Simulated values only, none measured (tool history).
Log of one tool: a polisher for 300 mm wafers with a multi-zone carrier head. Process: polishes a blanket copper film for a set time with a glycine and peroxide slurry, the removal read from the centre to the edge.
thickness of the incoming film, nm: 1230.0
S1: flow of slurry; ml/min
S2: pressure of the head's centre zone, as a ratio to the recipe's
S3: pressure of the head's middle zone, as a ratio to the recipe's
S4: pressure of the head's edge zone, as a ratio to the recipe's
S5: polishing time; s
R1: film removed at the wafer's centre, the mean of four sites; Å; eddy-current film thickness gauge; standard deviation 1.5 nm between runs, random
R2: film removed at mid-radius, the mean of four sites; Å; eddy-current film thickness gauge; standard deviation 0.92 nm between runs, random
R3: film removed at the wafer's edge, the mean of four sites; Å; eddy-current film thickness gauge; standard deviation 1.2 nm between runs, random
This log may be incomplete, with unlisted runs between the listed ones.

run 1 hour=0.0 | S1=215 S2=1.00 S3=1.00 S4=1.00 S5=73 | R1=2165.00 R2=2191.60 R3=2222.00
run 2 hour=3.4 | S1=215 S2=1.00 S3=1.07 S4=1.00 S5=73 | R1=2142.00 R2=2305.40 R3=2173.80
run 3 hour=7.4 | S1=195 S2=0.99 S3=1.04 S4=0.96 S5=64 | R1=1865.60 R2=1947.40 R3=1846.70
run 4 hour=14.9 | S1=195 S2=1.05 S3=1.04 S4=0.96 S5=64 | R1=1985.20 R2=1919.10 R3=1862.30
run 5 hour=21.2 | S1=195 S2=1.05 S3=1.04 S4=0.96 S5=76 | R1=2315.00 R2=2303.90 R3=2173.80
run 6 hour=28.3 | S1=180 S2=1.02 S3=1.02 S4=0.93 S5=66 | R1=1952.90 R2=1943.60 R3=1919.30
run 7 hour=37.0 | S1=180 S2=1.02 S3=1.02 S4=0.93 S5=66 | R1=1955.60 R2=1933.60 R3=1874.40
run 8 hour=42.7 | S1=170 S2=1.00 S3=1.01 S4=0.90 S5=59 | R1=1653.10 R2=1717.40 R3=1659.70
run 9 hour=43.4 | S1=160 S2=1.01 S3=1.01 S4=0.88 S5=53 | R1=1507.00 R2=1562.50 R3=1460.60
run 10 hour=49.3 | S1=140 S2=0.97 S3=0.91 S4=0.82 S5=33 | R1=850.10 R2=878.33 R3=852.22
run 11 hour=52.1 | S1=140 S2=0.97 S3=0.91 S4=0.82 S5=33 | R1=871.18 R2=877.54 R3=870.13
run 12 hour=53.2 | S1=160 S2=0.98 S3=0.93 S4=0.84 S5=33 | R1=870.40 R2=900.51 R3=884.06
run 13 hour=58.0 | S1=185 S2=1.08 S3=1.03 S4=0.94 S5=45 | R1=1393.80 R2=1348.60 R3=1295.40
run 14 hour=59.8 | S1=165 S2=0.99 S3=0.93 S4=0.84 S5=45 | R1=1243.20 R2=1244.90 R3=1209.00
run 15 hour=67.2 | S1=160 S2=0.99 S3=0.93 S4=0.84 S5=44 | R1=1219.70 R2=1208.80 R3=1178.50
run 16 hour=71.7 | S1=155 S2=0.99 S3=0.93 S4=0.84 S5=43 | R1=1164.70 R2=1185.20 R3=1182.00
run 17 hour=72.5 | S1=180 S2=0.98 S3=0.93 S4=0.86 S5=43 | R1=1200.00 R2=1213.50 R3=1219.10
run 18 hour=78.2 | S1=180 S2=0.98 S3=0.93 S4=0.86 S5=43 | R1=1192.50 R2=1208.70 R3=1182.80
run 19 hour=85.5 | S1=175 S2=0.99 S3=0.94 S4=0.86 S5=42 | R1=1176.10 R2=1172.20 R3=1157.50
run 20 hour=87.3 | S1=170 S2=1.00 S3=0.95 S4=0.86 S5=42 | R1=1153.10 R2=1193.10 R3=1150.00

Run 21 comes next. What will it give?
run 21 hour=93.8 | S1=165 S2=1.01 S3=0.95 S4=0.86 S5=42 | R1=? R2=? R3=?

{"run 21": {"R1": 1199.7, "R2": 1179.8, "R3": 1166.1}}

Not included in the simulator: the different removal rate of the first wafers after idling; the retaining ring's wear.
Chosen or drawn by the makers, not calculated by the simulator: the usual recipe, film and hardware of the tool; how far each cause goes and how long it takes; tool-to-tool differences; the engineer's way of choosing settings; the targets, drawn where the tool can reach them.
